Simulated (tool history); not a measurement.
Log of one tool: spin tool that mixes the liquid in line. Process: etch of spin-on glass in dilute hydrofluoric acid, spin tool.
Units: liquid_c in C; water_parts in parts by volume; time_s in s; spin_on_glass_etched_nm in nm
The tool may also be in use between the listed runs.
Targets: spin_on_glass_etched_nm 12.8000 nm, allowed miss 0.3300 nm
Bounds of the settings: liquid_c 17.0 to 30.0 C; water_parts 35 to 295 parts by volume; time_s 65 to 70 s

run,hour,liquid_c,water_parts,time_s,spin_on_glass_etched_nm
1,0.0,22.0,165,65,10.8900
2,4.7,22.0,195,65,9.0148
3,11.8,23.5,195,65,9.5221
4,13.2,23.5,195,70,10.3190
5,21.5,24.0,195,70,10.4410
6,23.2,24.5,195,70,10.7050
7,30.5,25.0,195,70,10.9500
8,34.2,25.5,195,70,11.0820

4 next moves are on the table. One of them brings every result within its allowed miss. Which?
A,37.9,30.0,185,65,?
B,37.9,26.5,155,65,?
C,37.9,26.5,170,70,?
D,37.9,30.0,175,65,?

move,spin_on_glass_etched_nm
A,12.9340
B,14.1180
C,13.6170
D,13.8460
A: meets every target
B: takes the result that was furthest off past its target
C: takes the result that was furthest off past its target
D: takes the result that was furthest off past its target
Answer: A
